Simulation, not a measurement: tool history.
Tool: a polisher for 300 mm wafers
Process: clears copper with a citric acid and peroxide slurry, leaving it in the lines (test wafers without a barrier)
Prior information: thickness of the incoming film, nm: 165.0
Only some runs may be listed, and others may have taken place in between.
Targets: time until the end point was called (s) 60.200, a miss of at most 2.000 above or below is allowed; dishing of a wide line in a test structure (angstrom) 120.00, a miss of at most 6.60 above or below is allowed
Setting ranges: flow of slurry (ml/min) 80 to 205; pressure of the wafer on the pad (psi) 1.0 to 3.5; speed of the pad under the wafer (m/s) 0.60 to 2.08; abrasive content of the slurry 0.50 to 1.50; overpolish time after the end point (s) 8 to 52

run  hour  flow of slurry (ml/min)  pressure of the wafer on the pad (psi)  speed of the pad under the wafer (m/s)  abrasive content of the slurry  overpolish time after the end point (s)  time until the end point was called (s)  dishing of a wide line in a test structure (angstrom)
  1   0.0                      135                                     2.2                                    1.34                            1.00                                       26                                   64.615                                                 148.15
  2   2.1                      135                                     1.6                                    1.34                            1.00                                       26                                   81.578                                                 138.25
  3   3.7                      140                                     1.6                                    1.40                            1.00                                       22                                   80.123                                                 134.83
  4   6.6                      150                                     1.7                                    1.46                            1.00                                       19                                   72.508                                                 135.94
  5  10.1                      150                                     1.7                                    1.46                            0.90                                       19                                   74.252                                                 135.73
  6  12.1                      135                                     1.7                                    1.52                            1.00                                       16                                   70.993                                                 129.59
  7  18.2                      125                                     1.8                                    1.54                            1.00                                       14                                   68.969                                                 127.15
  8  24.9                      120                                     1.9                                    1.56                            1.00                                       13                                   65.846                                                 122.06

5 candidate next runs follow, results not yet known. Just one meets every target within its allowed miss. Identify it.
  A  31.6                      115                                     1.7                                    1.84                            1.15                                        8                                        ?                                                      ?
  B  31.6                      120                                     2.3                                    1.32                            0.85                                       13                                        ?                                                      ?
  C  31.6                      160                                     1.7                                    1.52                            0.85                                       15                                        ?                                                      ?
  D  31.6                       95                                     1.7                                    1.84                            0.95                                       12                                        ?                                                      ?
  E  31.6                      150                                     1.5                                    2.02                            0.90                                       11                                        ?                                                      ?

move  time until the end point was called (s)  dishing of a wide line in a test structure (angstrom)
   A                                   60.569                                                 101.20
   B                                   68.412                                                 121.90
   C                                   71.059                                                 126.40
   D                                   66.747                                                 118.12
   E                                   60.637                                                 118.24
A: corrects the largest miss of the last run, while another result sits out of spec
B: further off than the last run
C: further off than the last run
D: further off than the last run
E: each result inside its tolerance
The move that meets every target is E.
